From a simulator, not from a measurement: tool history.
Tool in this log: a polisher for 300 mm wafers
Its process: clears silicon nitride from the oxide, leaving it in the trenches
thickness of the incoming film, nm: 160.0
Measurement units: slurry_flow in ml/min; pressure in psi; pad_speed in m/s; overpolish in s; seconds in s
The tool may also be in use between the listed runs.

run  hour  slurry_flow  pressure  pad_speed  overpolish  seconds
  1     0          175         3       1.06          40   146.24
  2   1.3          175       3.4       1.06          40   131.62
  3   6.9          175       3.9       1.06          40   118.45
  4   8.9          170       3.2          1          40   148.67
  5  10.1          145       3.2          1          40   149.35
  6  13.2          145       2.7       0.96          40   180.27

Run 7, settings as shown, results not yet in. Your forecast:
  7  22.2          145       2.4       0.96          40        ?

{"run 7": {"seconds": 197.5}}

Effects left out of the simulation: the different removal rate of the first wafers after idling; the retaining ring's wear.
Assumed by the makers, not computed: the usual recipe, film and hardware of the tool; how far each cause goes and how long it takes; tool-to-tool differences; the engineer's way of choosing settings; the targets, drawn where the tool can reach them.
